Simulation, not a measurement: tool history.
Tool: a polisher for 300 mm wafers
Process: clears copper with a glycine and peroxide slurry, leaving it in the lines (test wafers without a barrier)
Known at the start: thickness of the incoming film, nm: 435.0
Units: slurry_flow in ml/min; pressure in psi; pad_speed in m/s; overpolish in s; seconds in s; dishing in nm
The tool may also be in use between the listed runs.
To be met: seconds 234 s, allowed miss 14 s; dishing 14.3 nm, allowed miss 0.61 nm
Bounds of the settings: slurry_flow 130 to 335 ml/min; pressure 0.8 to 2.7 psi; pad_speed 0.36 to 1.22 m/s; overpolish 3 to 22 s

run	hour	slurry_flow	pressure	pad_speed	overpolish	seconds	dishing
1	0	215	1.7	0.78	11	177.72	20.614
2	1.7	215	1.6	0.78	11	184.38	19.548
3	6.7	215	1.6	0.78	14	179.03	24.67
4	10	220	1.5	0.76	13	185.67	21.979
5	11.6	225	1.4	0.74	13	197.04	21.551
6	12.4	245	1.4	0.74	13	197.44	21.383
7	16.4	245	1.3	0.72	12	206.28	18.867
8	25.4	245	1.2	0.72	12	211.07	18.083
9	26	245	1.1	0.72	12	224.82	17.814
10	32.1	250	1.1	0.7	12	226.37	17.519
11	38.3	255	1.1	0.7	11	225.7	16.185

Which of these 4 next moves meets every target?
A	44.5	225	1.1	0.68	10	?	?
B	44.5	265	1	0.7	11	?	?
C	44.5	305	1.3	0.54	9	?	?
D	44.5	220	0.9	0.56	12	?	?

move	seconds	dishing
A	231.89	14.404
B	231.84	15.773
C	238.98	12.686
D	275.76	14.573
A: meets every target
B: nearer than the last run, and not there yet
C: takes the result that was furthest off past its target
D: brings the result that was furthest off to its target, and leaves another outside
The right move is A.

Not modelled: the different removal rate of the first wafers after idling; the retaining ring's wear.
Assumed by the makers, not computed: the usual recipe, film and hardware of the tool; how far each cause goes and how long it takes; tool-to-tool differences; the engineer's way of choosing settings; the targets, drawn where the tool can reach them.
